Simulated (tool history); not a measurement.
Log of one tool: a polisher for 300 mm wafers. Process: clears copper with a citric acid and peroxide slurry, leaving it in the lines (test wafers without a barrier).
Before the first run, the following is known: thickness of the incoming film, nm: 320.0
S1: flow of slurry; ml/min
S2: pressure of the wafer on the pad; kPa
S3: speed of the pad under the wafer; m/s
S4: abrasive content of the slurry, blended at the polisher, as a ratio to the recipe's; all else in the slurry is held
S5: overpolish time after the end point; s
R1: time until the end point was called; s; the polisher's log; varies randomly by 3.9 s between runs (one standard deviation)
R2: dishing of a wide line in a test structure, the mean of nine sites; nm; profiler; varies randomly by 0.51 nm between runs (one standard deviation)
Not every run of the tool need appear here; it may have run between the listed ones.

run,hour,S1,S2,S3,S4,S5,R1,R2
1,0.0,160,24.8,1.22,1.00,16,149.59,25.449
2,7.3,160,24.8,1.22,1.15,16,142.27,26.197
3,15.7,160,24.8,1.22,1.15,10,140.28,17.414
4,18.1,155,24.1,1.22,1.15,11,137.23,18.448
5,22.1,155,24.1,0.96,1.15,11,176.62,15.393
6,23.5,155,24.1,0.96,1.15,12,175.84,16.576
7,25.8,155,24.1,0.96,1.15,13,177.23,17.891
8,28.0,155,24.1,0.96,1.15,14,179.00,18.940
9,36.2,155,24.1,0.96,1.15,15,180.08,20.290
10,38.8,155,24.1,0.96,1.15,16,176.29,21.138
11,41.2,155,24.1,0.96,1.15,17,177.55,22.520
12,42.4,155,24.1,0.96,1.15,18,178.72,24.295

Run 13 comes next. What will it give?
13,43.7,150,22.1,0.94,1.15,24,?,?

{"run 13": {"R1": 198.09, "R2": 27.455}}

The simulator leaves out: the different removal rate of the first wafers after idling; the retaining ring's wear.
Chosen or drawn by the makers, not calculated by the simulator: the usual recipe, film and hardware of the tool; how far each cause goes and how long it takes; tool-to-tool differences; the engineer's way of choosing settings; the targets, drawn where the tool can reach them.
